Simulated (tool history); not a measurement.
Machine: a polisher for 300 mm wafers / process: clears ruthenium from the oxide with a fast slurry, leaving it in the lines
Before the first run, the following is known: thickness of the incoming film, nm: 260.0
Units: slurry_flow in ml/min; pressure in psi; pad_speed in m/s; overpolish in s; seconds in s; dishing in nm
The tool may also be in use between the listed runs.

| run | hour | slurry_flow | pressure | pad_speed | slurry_solids | overpolish | seconds | dishing |
|---|---|---|---|---|---|---|---|---|
| 1 | 0 | 250 | 3.1 | 1 | 1 | 13 | 72.219 | 41.253 |
| 2 | 2.1 | 250 | 3.3 | 1 | 1 | 13 | 66.899 | 43.511 |
| 3 | 5.7 | 250 | 3.3 | 1 | 1 | 15 | 67.592 | 49.403 |
| 4 | 14.4 | 230 | 3.3 | 1 | 1 | 15 | 68.076 | 48.999 |
| 5 | 20.8 | 230 | 3.3 | 0.84 | 1 | 15 | 78.495 | 42.508 |
| 6 | 28.7 | 230 | 3.5 | 0.84 | 1 | 15 | 74.831 | 44.278 |
| 7 | 29.4 | 230 | 3.7 | 0.84 | 1 | 15 | 71.296 | 48.816 |
| 8 | 31.6 | 230 | 3.9 | 0.84 | 1 | 14 | 67.807 | 45.29 |
| 9 | 39.6 | 230 | 3.9 | 0.84 | 1 | 14 | 67.447 | 45.875 |
| 10 | 41.5 | 230 | 4.1 | 0.84 | 1 | 14 | 62.584 | 48.533 |
| 11 | 44 | 230 | 4.2 | 0.84 | 1 | 14 | 61.719 | 50.058 |
| 12 | 48.4 | 230 | 4.3 | 0.84 | 1 | 14 | 60.893 | 49.607 |
| 13 | 53.9 | 230 | 4.4 | 0.86 | 1 | 14 | 58.698 | 54.125 |
| 14 | 54.6 | 230 | 4.5 | 0.86 | 1 | 14 | 56.575 | 53.506 |

The next listed run, before its measurement:
| 15 | 57.2 | 230 | 4.6 | 0.86 | 1 | 14 | ? | ? |

For run 15 the tool returned seconds 57.26 s, dishing 52.995 nm.
